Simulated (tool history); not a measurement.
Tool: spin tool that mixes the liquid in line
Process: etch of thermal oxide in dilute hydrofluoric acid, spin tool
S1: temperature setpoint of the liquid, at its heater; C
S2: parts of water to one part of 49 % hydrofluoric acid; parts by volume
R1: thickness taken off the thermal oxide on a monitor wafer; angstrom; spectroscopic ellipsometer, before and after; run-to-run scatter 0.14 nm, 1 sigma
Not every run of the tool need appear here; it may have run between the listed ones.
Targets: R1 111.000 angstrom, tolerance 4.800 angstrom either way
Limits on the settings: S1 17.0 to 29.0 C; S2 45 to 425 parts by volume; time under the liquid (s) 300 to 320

run 1 hour=0.0 | S1=21.0 S2=235 time_under_the_liquid_(s)=300 | R1=45.046
run 2 hour=7.2 | S1=21.0 S2=235 time_under_the_liquid_(s)=320 | R1=47.534
run 3 hour=15.2 | S1=21.0 S2=170 time_under_the_liquid_(s)=320 | R1=71.775
run 4 hour=16.6 | S1=23.0 S2=160 time_under_the_liquid_(s)=320 | R1=83.924
run 5 hour=24.1 | S1=24.5 S2=160 time_under_the_liquid_(s)=320 | R1=88.114
run 6 hour=26.0 | S1=24.5 S2=100 time_under_the_liquid_(s)=320 | R1=150.260
run 7 hour=30.2 | S1=22.5 S2=100 time_under_the_liquid_(s)=320 | R1=139.700
run 8 hour=35.6 | S1=21.5 S2=105 time_under_the_liquid_(s)=320 | R1=125.440
run 9 hour=39.5 | S1=21.5 S2=105 time_under_the_liquid_(s)=320 | R1=127.350
run 10 hour=40.5 | S1=20.5 S2=105 time_under_the_liquid_(s)=320 | R1=119.810
run 11 hour=48.7 | S1=20.5 S2=105 time_under_the_liquid_(s)=320 | R1=121.510

Of the 4 settings listed for the next run, only one would bring every result within its allowed miss of target. Which one?
run A hour=56.9 | S1=22.0 S2=110 time_under_the_liquid_(s)=315 | R1=?
run B hour=56.9 | S1=17.5 S2=95 time_under_the_liquid_(s)=320 | R1=?
run C hour=56.9 | S1=22.5 S2=115 time_under_the_liquid_(s)=320 | R1=?
run D hour=56.9 | S1=20.5 S2=110 time_under_the_liquid_(s)=305 | R1=?

move=A R1=120.260
move=B R1=119.550
move=C R1=118.530
move=D R1=109.610
A: closes in on the targets versus the last run, not all within tolerance yet
B: closes in on the targets versus the last run, not all within tolerance yet
C: closes in on the targets versus the last run, not all within tolerance yet
D: in spec on every target
The right move is D.
